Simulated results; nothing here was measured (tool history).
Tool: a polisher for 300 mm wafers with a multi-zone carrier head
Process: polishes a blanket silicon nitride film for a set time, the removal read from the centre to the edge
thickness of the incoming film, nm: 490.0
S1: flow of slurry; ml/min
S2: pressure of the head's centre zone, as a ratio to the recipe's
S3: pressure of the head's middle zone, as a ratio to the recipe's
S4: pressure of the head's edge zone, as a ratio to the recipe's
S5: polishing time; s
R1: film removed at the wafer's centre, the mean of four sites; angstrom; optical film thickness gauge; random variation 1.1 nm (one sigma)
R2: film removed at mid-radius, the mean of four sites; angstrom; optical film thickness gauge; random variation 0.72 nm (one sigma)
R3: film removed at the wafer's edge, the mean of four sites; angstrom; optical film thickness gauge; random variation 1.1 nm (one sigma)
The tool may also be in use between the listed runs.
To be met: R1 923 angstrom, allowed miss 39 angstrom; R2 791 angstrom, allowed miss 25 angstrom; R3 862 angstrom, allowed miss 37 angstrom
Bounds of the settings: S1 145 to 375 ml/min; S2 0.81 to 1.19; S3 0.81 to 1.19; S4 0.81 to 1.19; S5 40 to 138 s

run,hour,S1,S2,S3,S4,S5,R1,R2,R3
1,0,240,1,1,1,88,1316,1328.2,1319.3
2,3.3,235,1.01,0.96,0.97,79,1207,1157.2,1162.5
3,10.9,235,1.01,0.96,1.02,79,1228.1,1157.3,1189.2
4,15.1,235,0.98,0.96,1.02,79,1157.8,1150.4,1190.2
5,21.1,230,0.99,0.93,1,73,1103.9,1056.6,1087.8
6,29.5,225,0.99,0.9,1,68,998.64,932.37,1005.1
7,34,220,1,0.88,0.97,67,1016.9,898.61,977.09
8,38.9,215,0.99,0.87,0.94,66,965.18,874.35,945.68
9,43.5,210,0.99,0.86,0.91,66,951.13,849.93,943.51
10,52,210,1,0.86,0.9,64,945.61,836.61,899.91

5 next moves are on the table. One of them brings every result within its allowed miss. Which?
A,60.5,220,1.08,0.92,0.88,65,?,?,?
B,60.5,145,0.93,0.81,0.9,72,?,?,?
C,60.5,215,1.02,0.84,0.9,61,?,?,?
D,60.5,255,1.05,0.96,0.91,61,?,?,?
E,60.5,240,1.06,1.02,0.84,60,?,?,?

move,R1,R2,R3
A,1014.3,919.24,905.67
B,915.1,849.77,960.11
C,905.42,797.71,857.5
D,951.13,911.53,875.24
E,935.15,936.5,824.87
A: further off than the last run
B: further off than the last run
C: meets every target
D: further off than the last run
E: further off than the last run
Answer: C
